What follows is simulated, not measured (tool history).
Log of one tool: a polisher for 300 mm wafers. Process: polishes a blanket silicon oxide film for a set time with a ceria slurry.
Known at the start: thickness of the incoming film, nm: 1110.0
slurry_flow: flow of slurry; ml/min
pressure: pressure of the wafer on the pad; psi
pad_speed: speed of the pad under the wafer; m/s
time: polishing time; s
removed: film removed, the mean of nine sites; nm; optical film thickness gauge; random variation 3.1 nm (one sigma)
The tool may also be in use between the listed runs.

run  hour  slurry_flow  pressure  pad_speed  time  removed
  1   0.0          200       4.2       1.34    62   488.21
  2   5.1          200       3.7       1.34    62   424.71
  3  10.8          200       3.7       1.34    62   429.51
  4  15.1          200       3.4       1.34    62   394.89
  5  18.2          200       3.2       1.34    62   369.83
  6  20.5          200       2.2       1.34    62   266.03
  7  28.2          200       2.2       1.34    62   261.92
  8  32.4          205       2.4       1.34    62   289.81
  9  37.9          220       2.4       1.34    62   289.54

Run 10 comes next. What will it give?
 10  45.7          225       2.5       1.34    62        ?

Run 10 gave removed 295.35 nm.
